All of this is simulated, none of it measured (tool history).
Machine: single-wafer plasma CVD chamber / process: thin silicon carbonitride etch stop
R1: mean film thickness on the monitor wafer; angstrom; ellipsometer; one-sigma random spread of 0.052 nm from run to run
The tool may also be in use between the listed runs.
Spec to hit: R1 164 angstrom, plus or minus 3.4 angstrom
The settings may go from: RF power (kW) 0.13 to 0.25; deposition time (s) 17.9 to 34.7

{"run": 1, "day": 0.0, "RF power (kW)": 0.19, "deposition time (s)": 26.3, "R1": 148.99}
{"run": 2, "day": 0.325, "RF power (kW)": 0.2, "deposition time (s)": 26.5, "R1": 151.53}
{"run": 3, "day": 0.492, "RF power (kW)": 0.175, "deposition time (s)": 26.5, "R1": 147.05}
{"run": 4, "day": 0.612, "RF power (kW)": 0.2, "deposition time (s)": 26.5, "R1": 151.34}
{"run": 5, "day": 0.7, "RF power (kW)": 0.2, "deposition time (s)": 29.7, "R1": 170}
{"run": 6, "day": 1.008, "RF power (kW)": 0.2, "deposition time (s)": 27.1, "R1": 156.3}
{"run": 7, "day": 1.042, "RF power (kW)": 0.205, "deposition time (s)": 27.2, "R1": 157}
{"run": 8, "day": 1.142, "RF power (kW)": 0.21, "deposition time (s)": 27.3, "R1": 158.56}
{"run": 9, "day": 1.375, "RF power (kW)": 0.215, "deposition time (s)": 27.4, "R1": 159.13}

Which one of the following 4 next-run settings gets every result inside its allowed miss? There is exactly one.
{"run": "A", "day": 1.608, "RF power (kW)": 0.195, "deposition time (s)": 28.9, "R1": "?"}
{"run": "B", "day": 1.608, "RF power (kW)": 0.22, "deposition time (s)": 26.8, "R1": "?"}
{"run": "C", "day": 1.608, "RF power (kW)": 0.22, "deposition time (s)": 26.5, "R1": "?"}
{"run": "D", "day": 1.608, "RF power (kW)": 0.2, "deposition time (s)": 26.3, "R1": "?"}

move=A R1=164.74
move=B R1=157.63
move=C R1=155.87
move=D R1=150.9
A: meets every target
B: moves away from the targets compared with the last run
C: moves away from the targets compared with the last run
D: moves away from the targets compared with the last run
A meets every target.

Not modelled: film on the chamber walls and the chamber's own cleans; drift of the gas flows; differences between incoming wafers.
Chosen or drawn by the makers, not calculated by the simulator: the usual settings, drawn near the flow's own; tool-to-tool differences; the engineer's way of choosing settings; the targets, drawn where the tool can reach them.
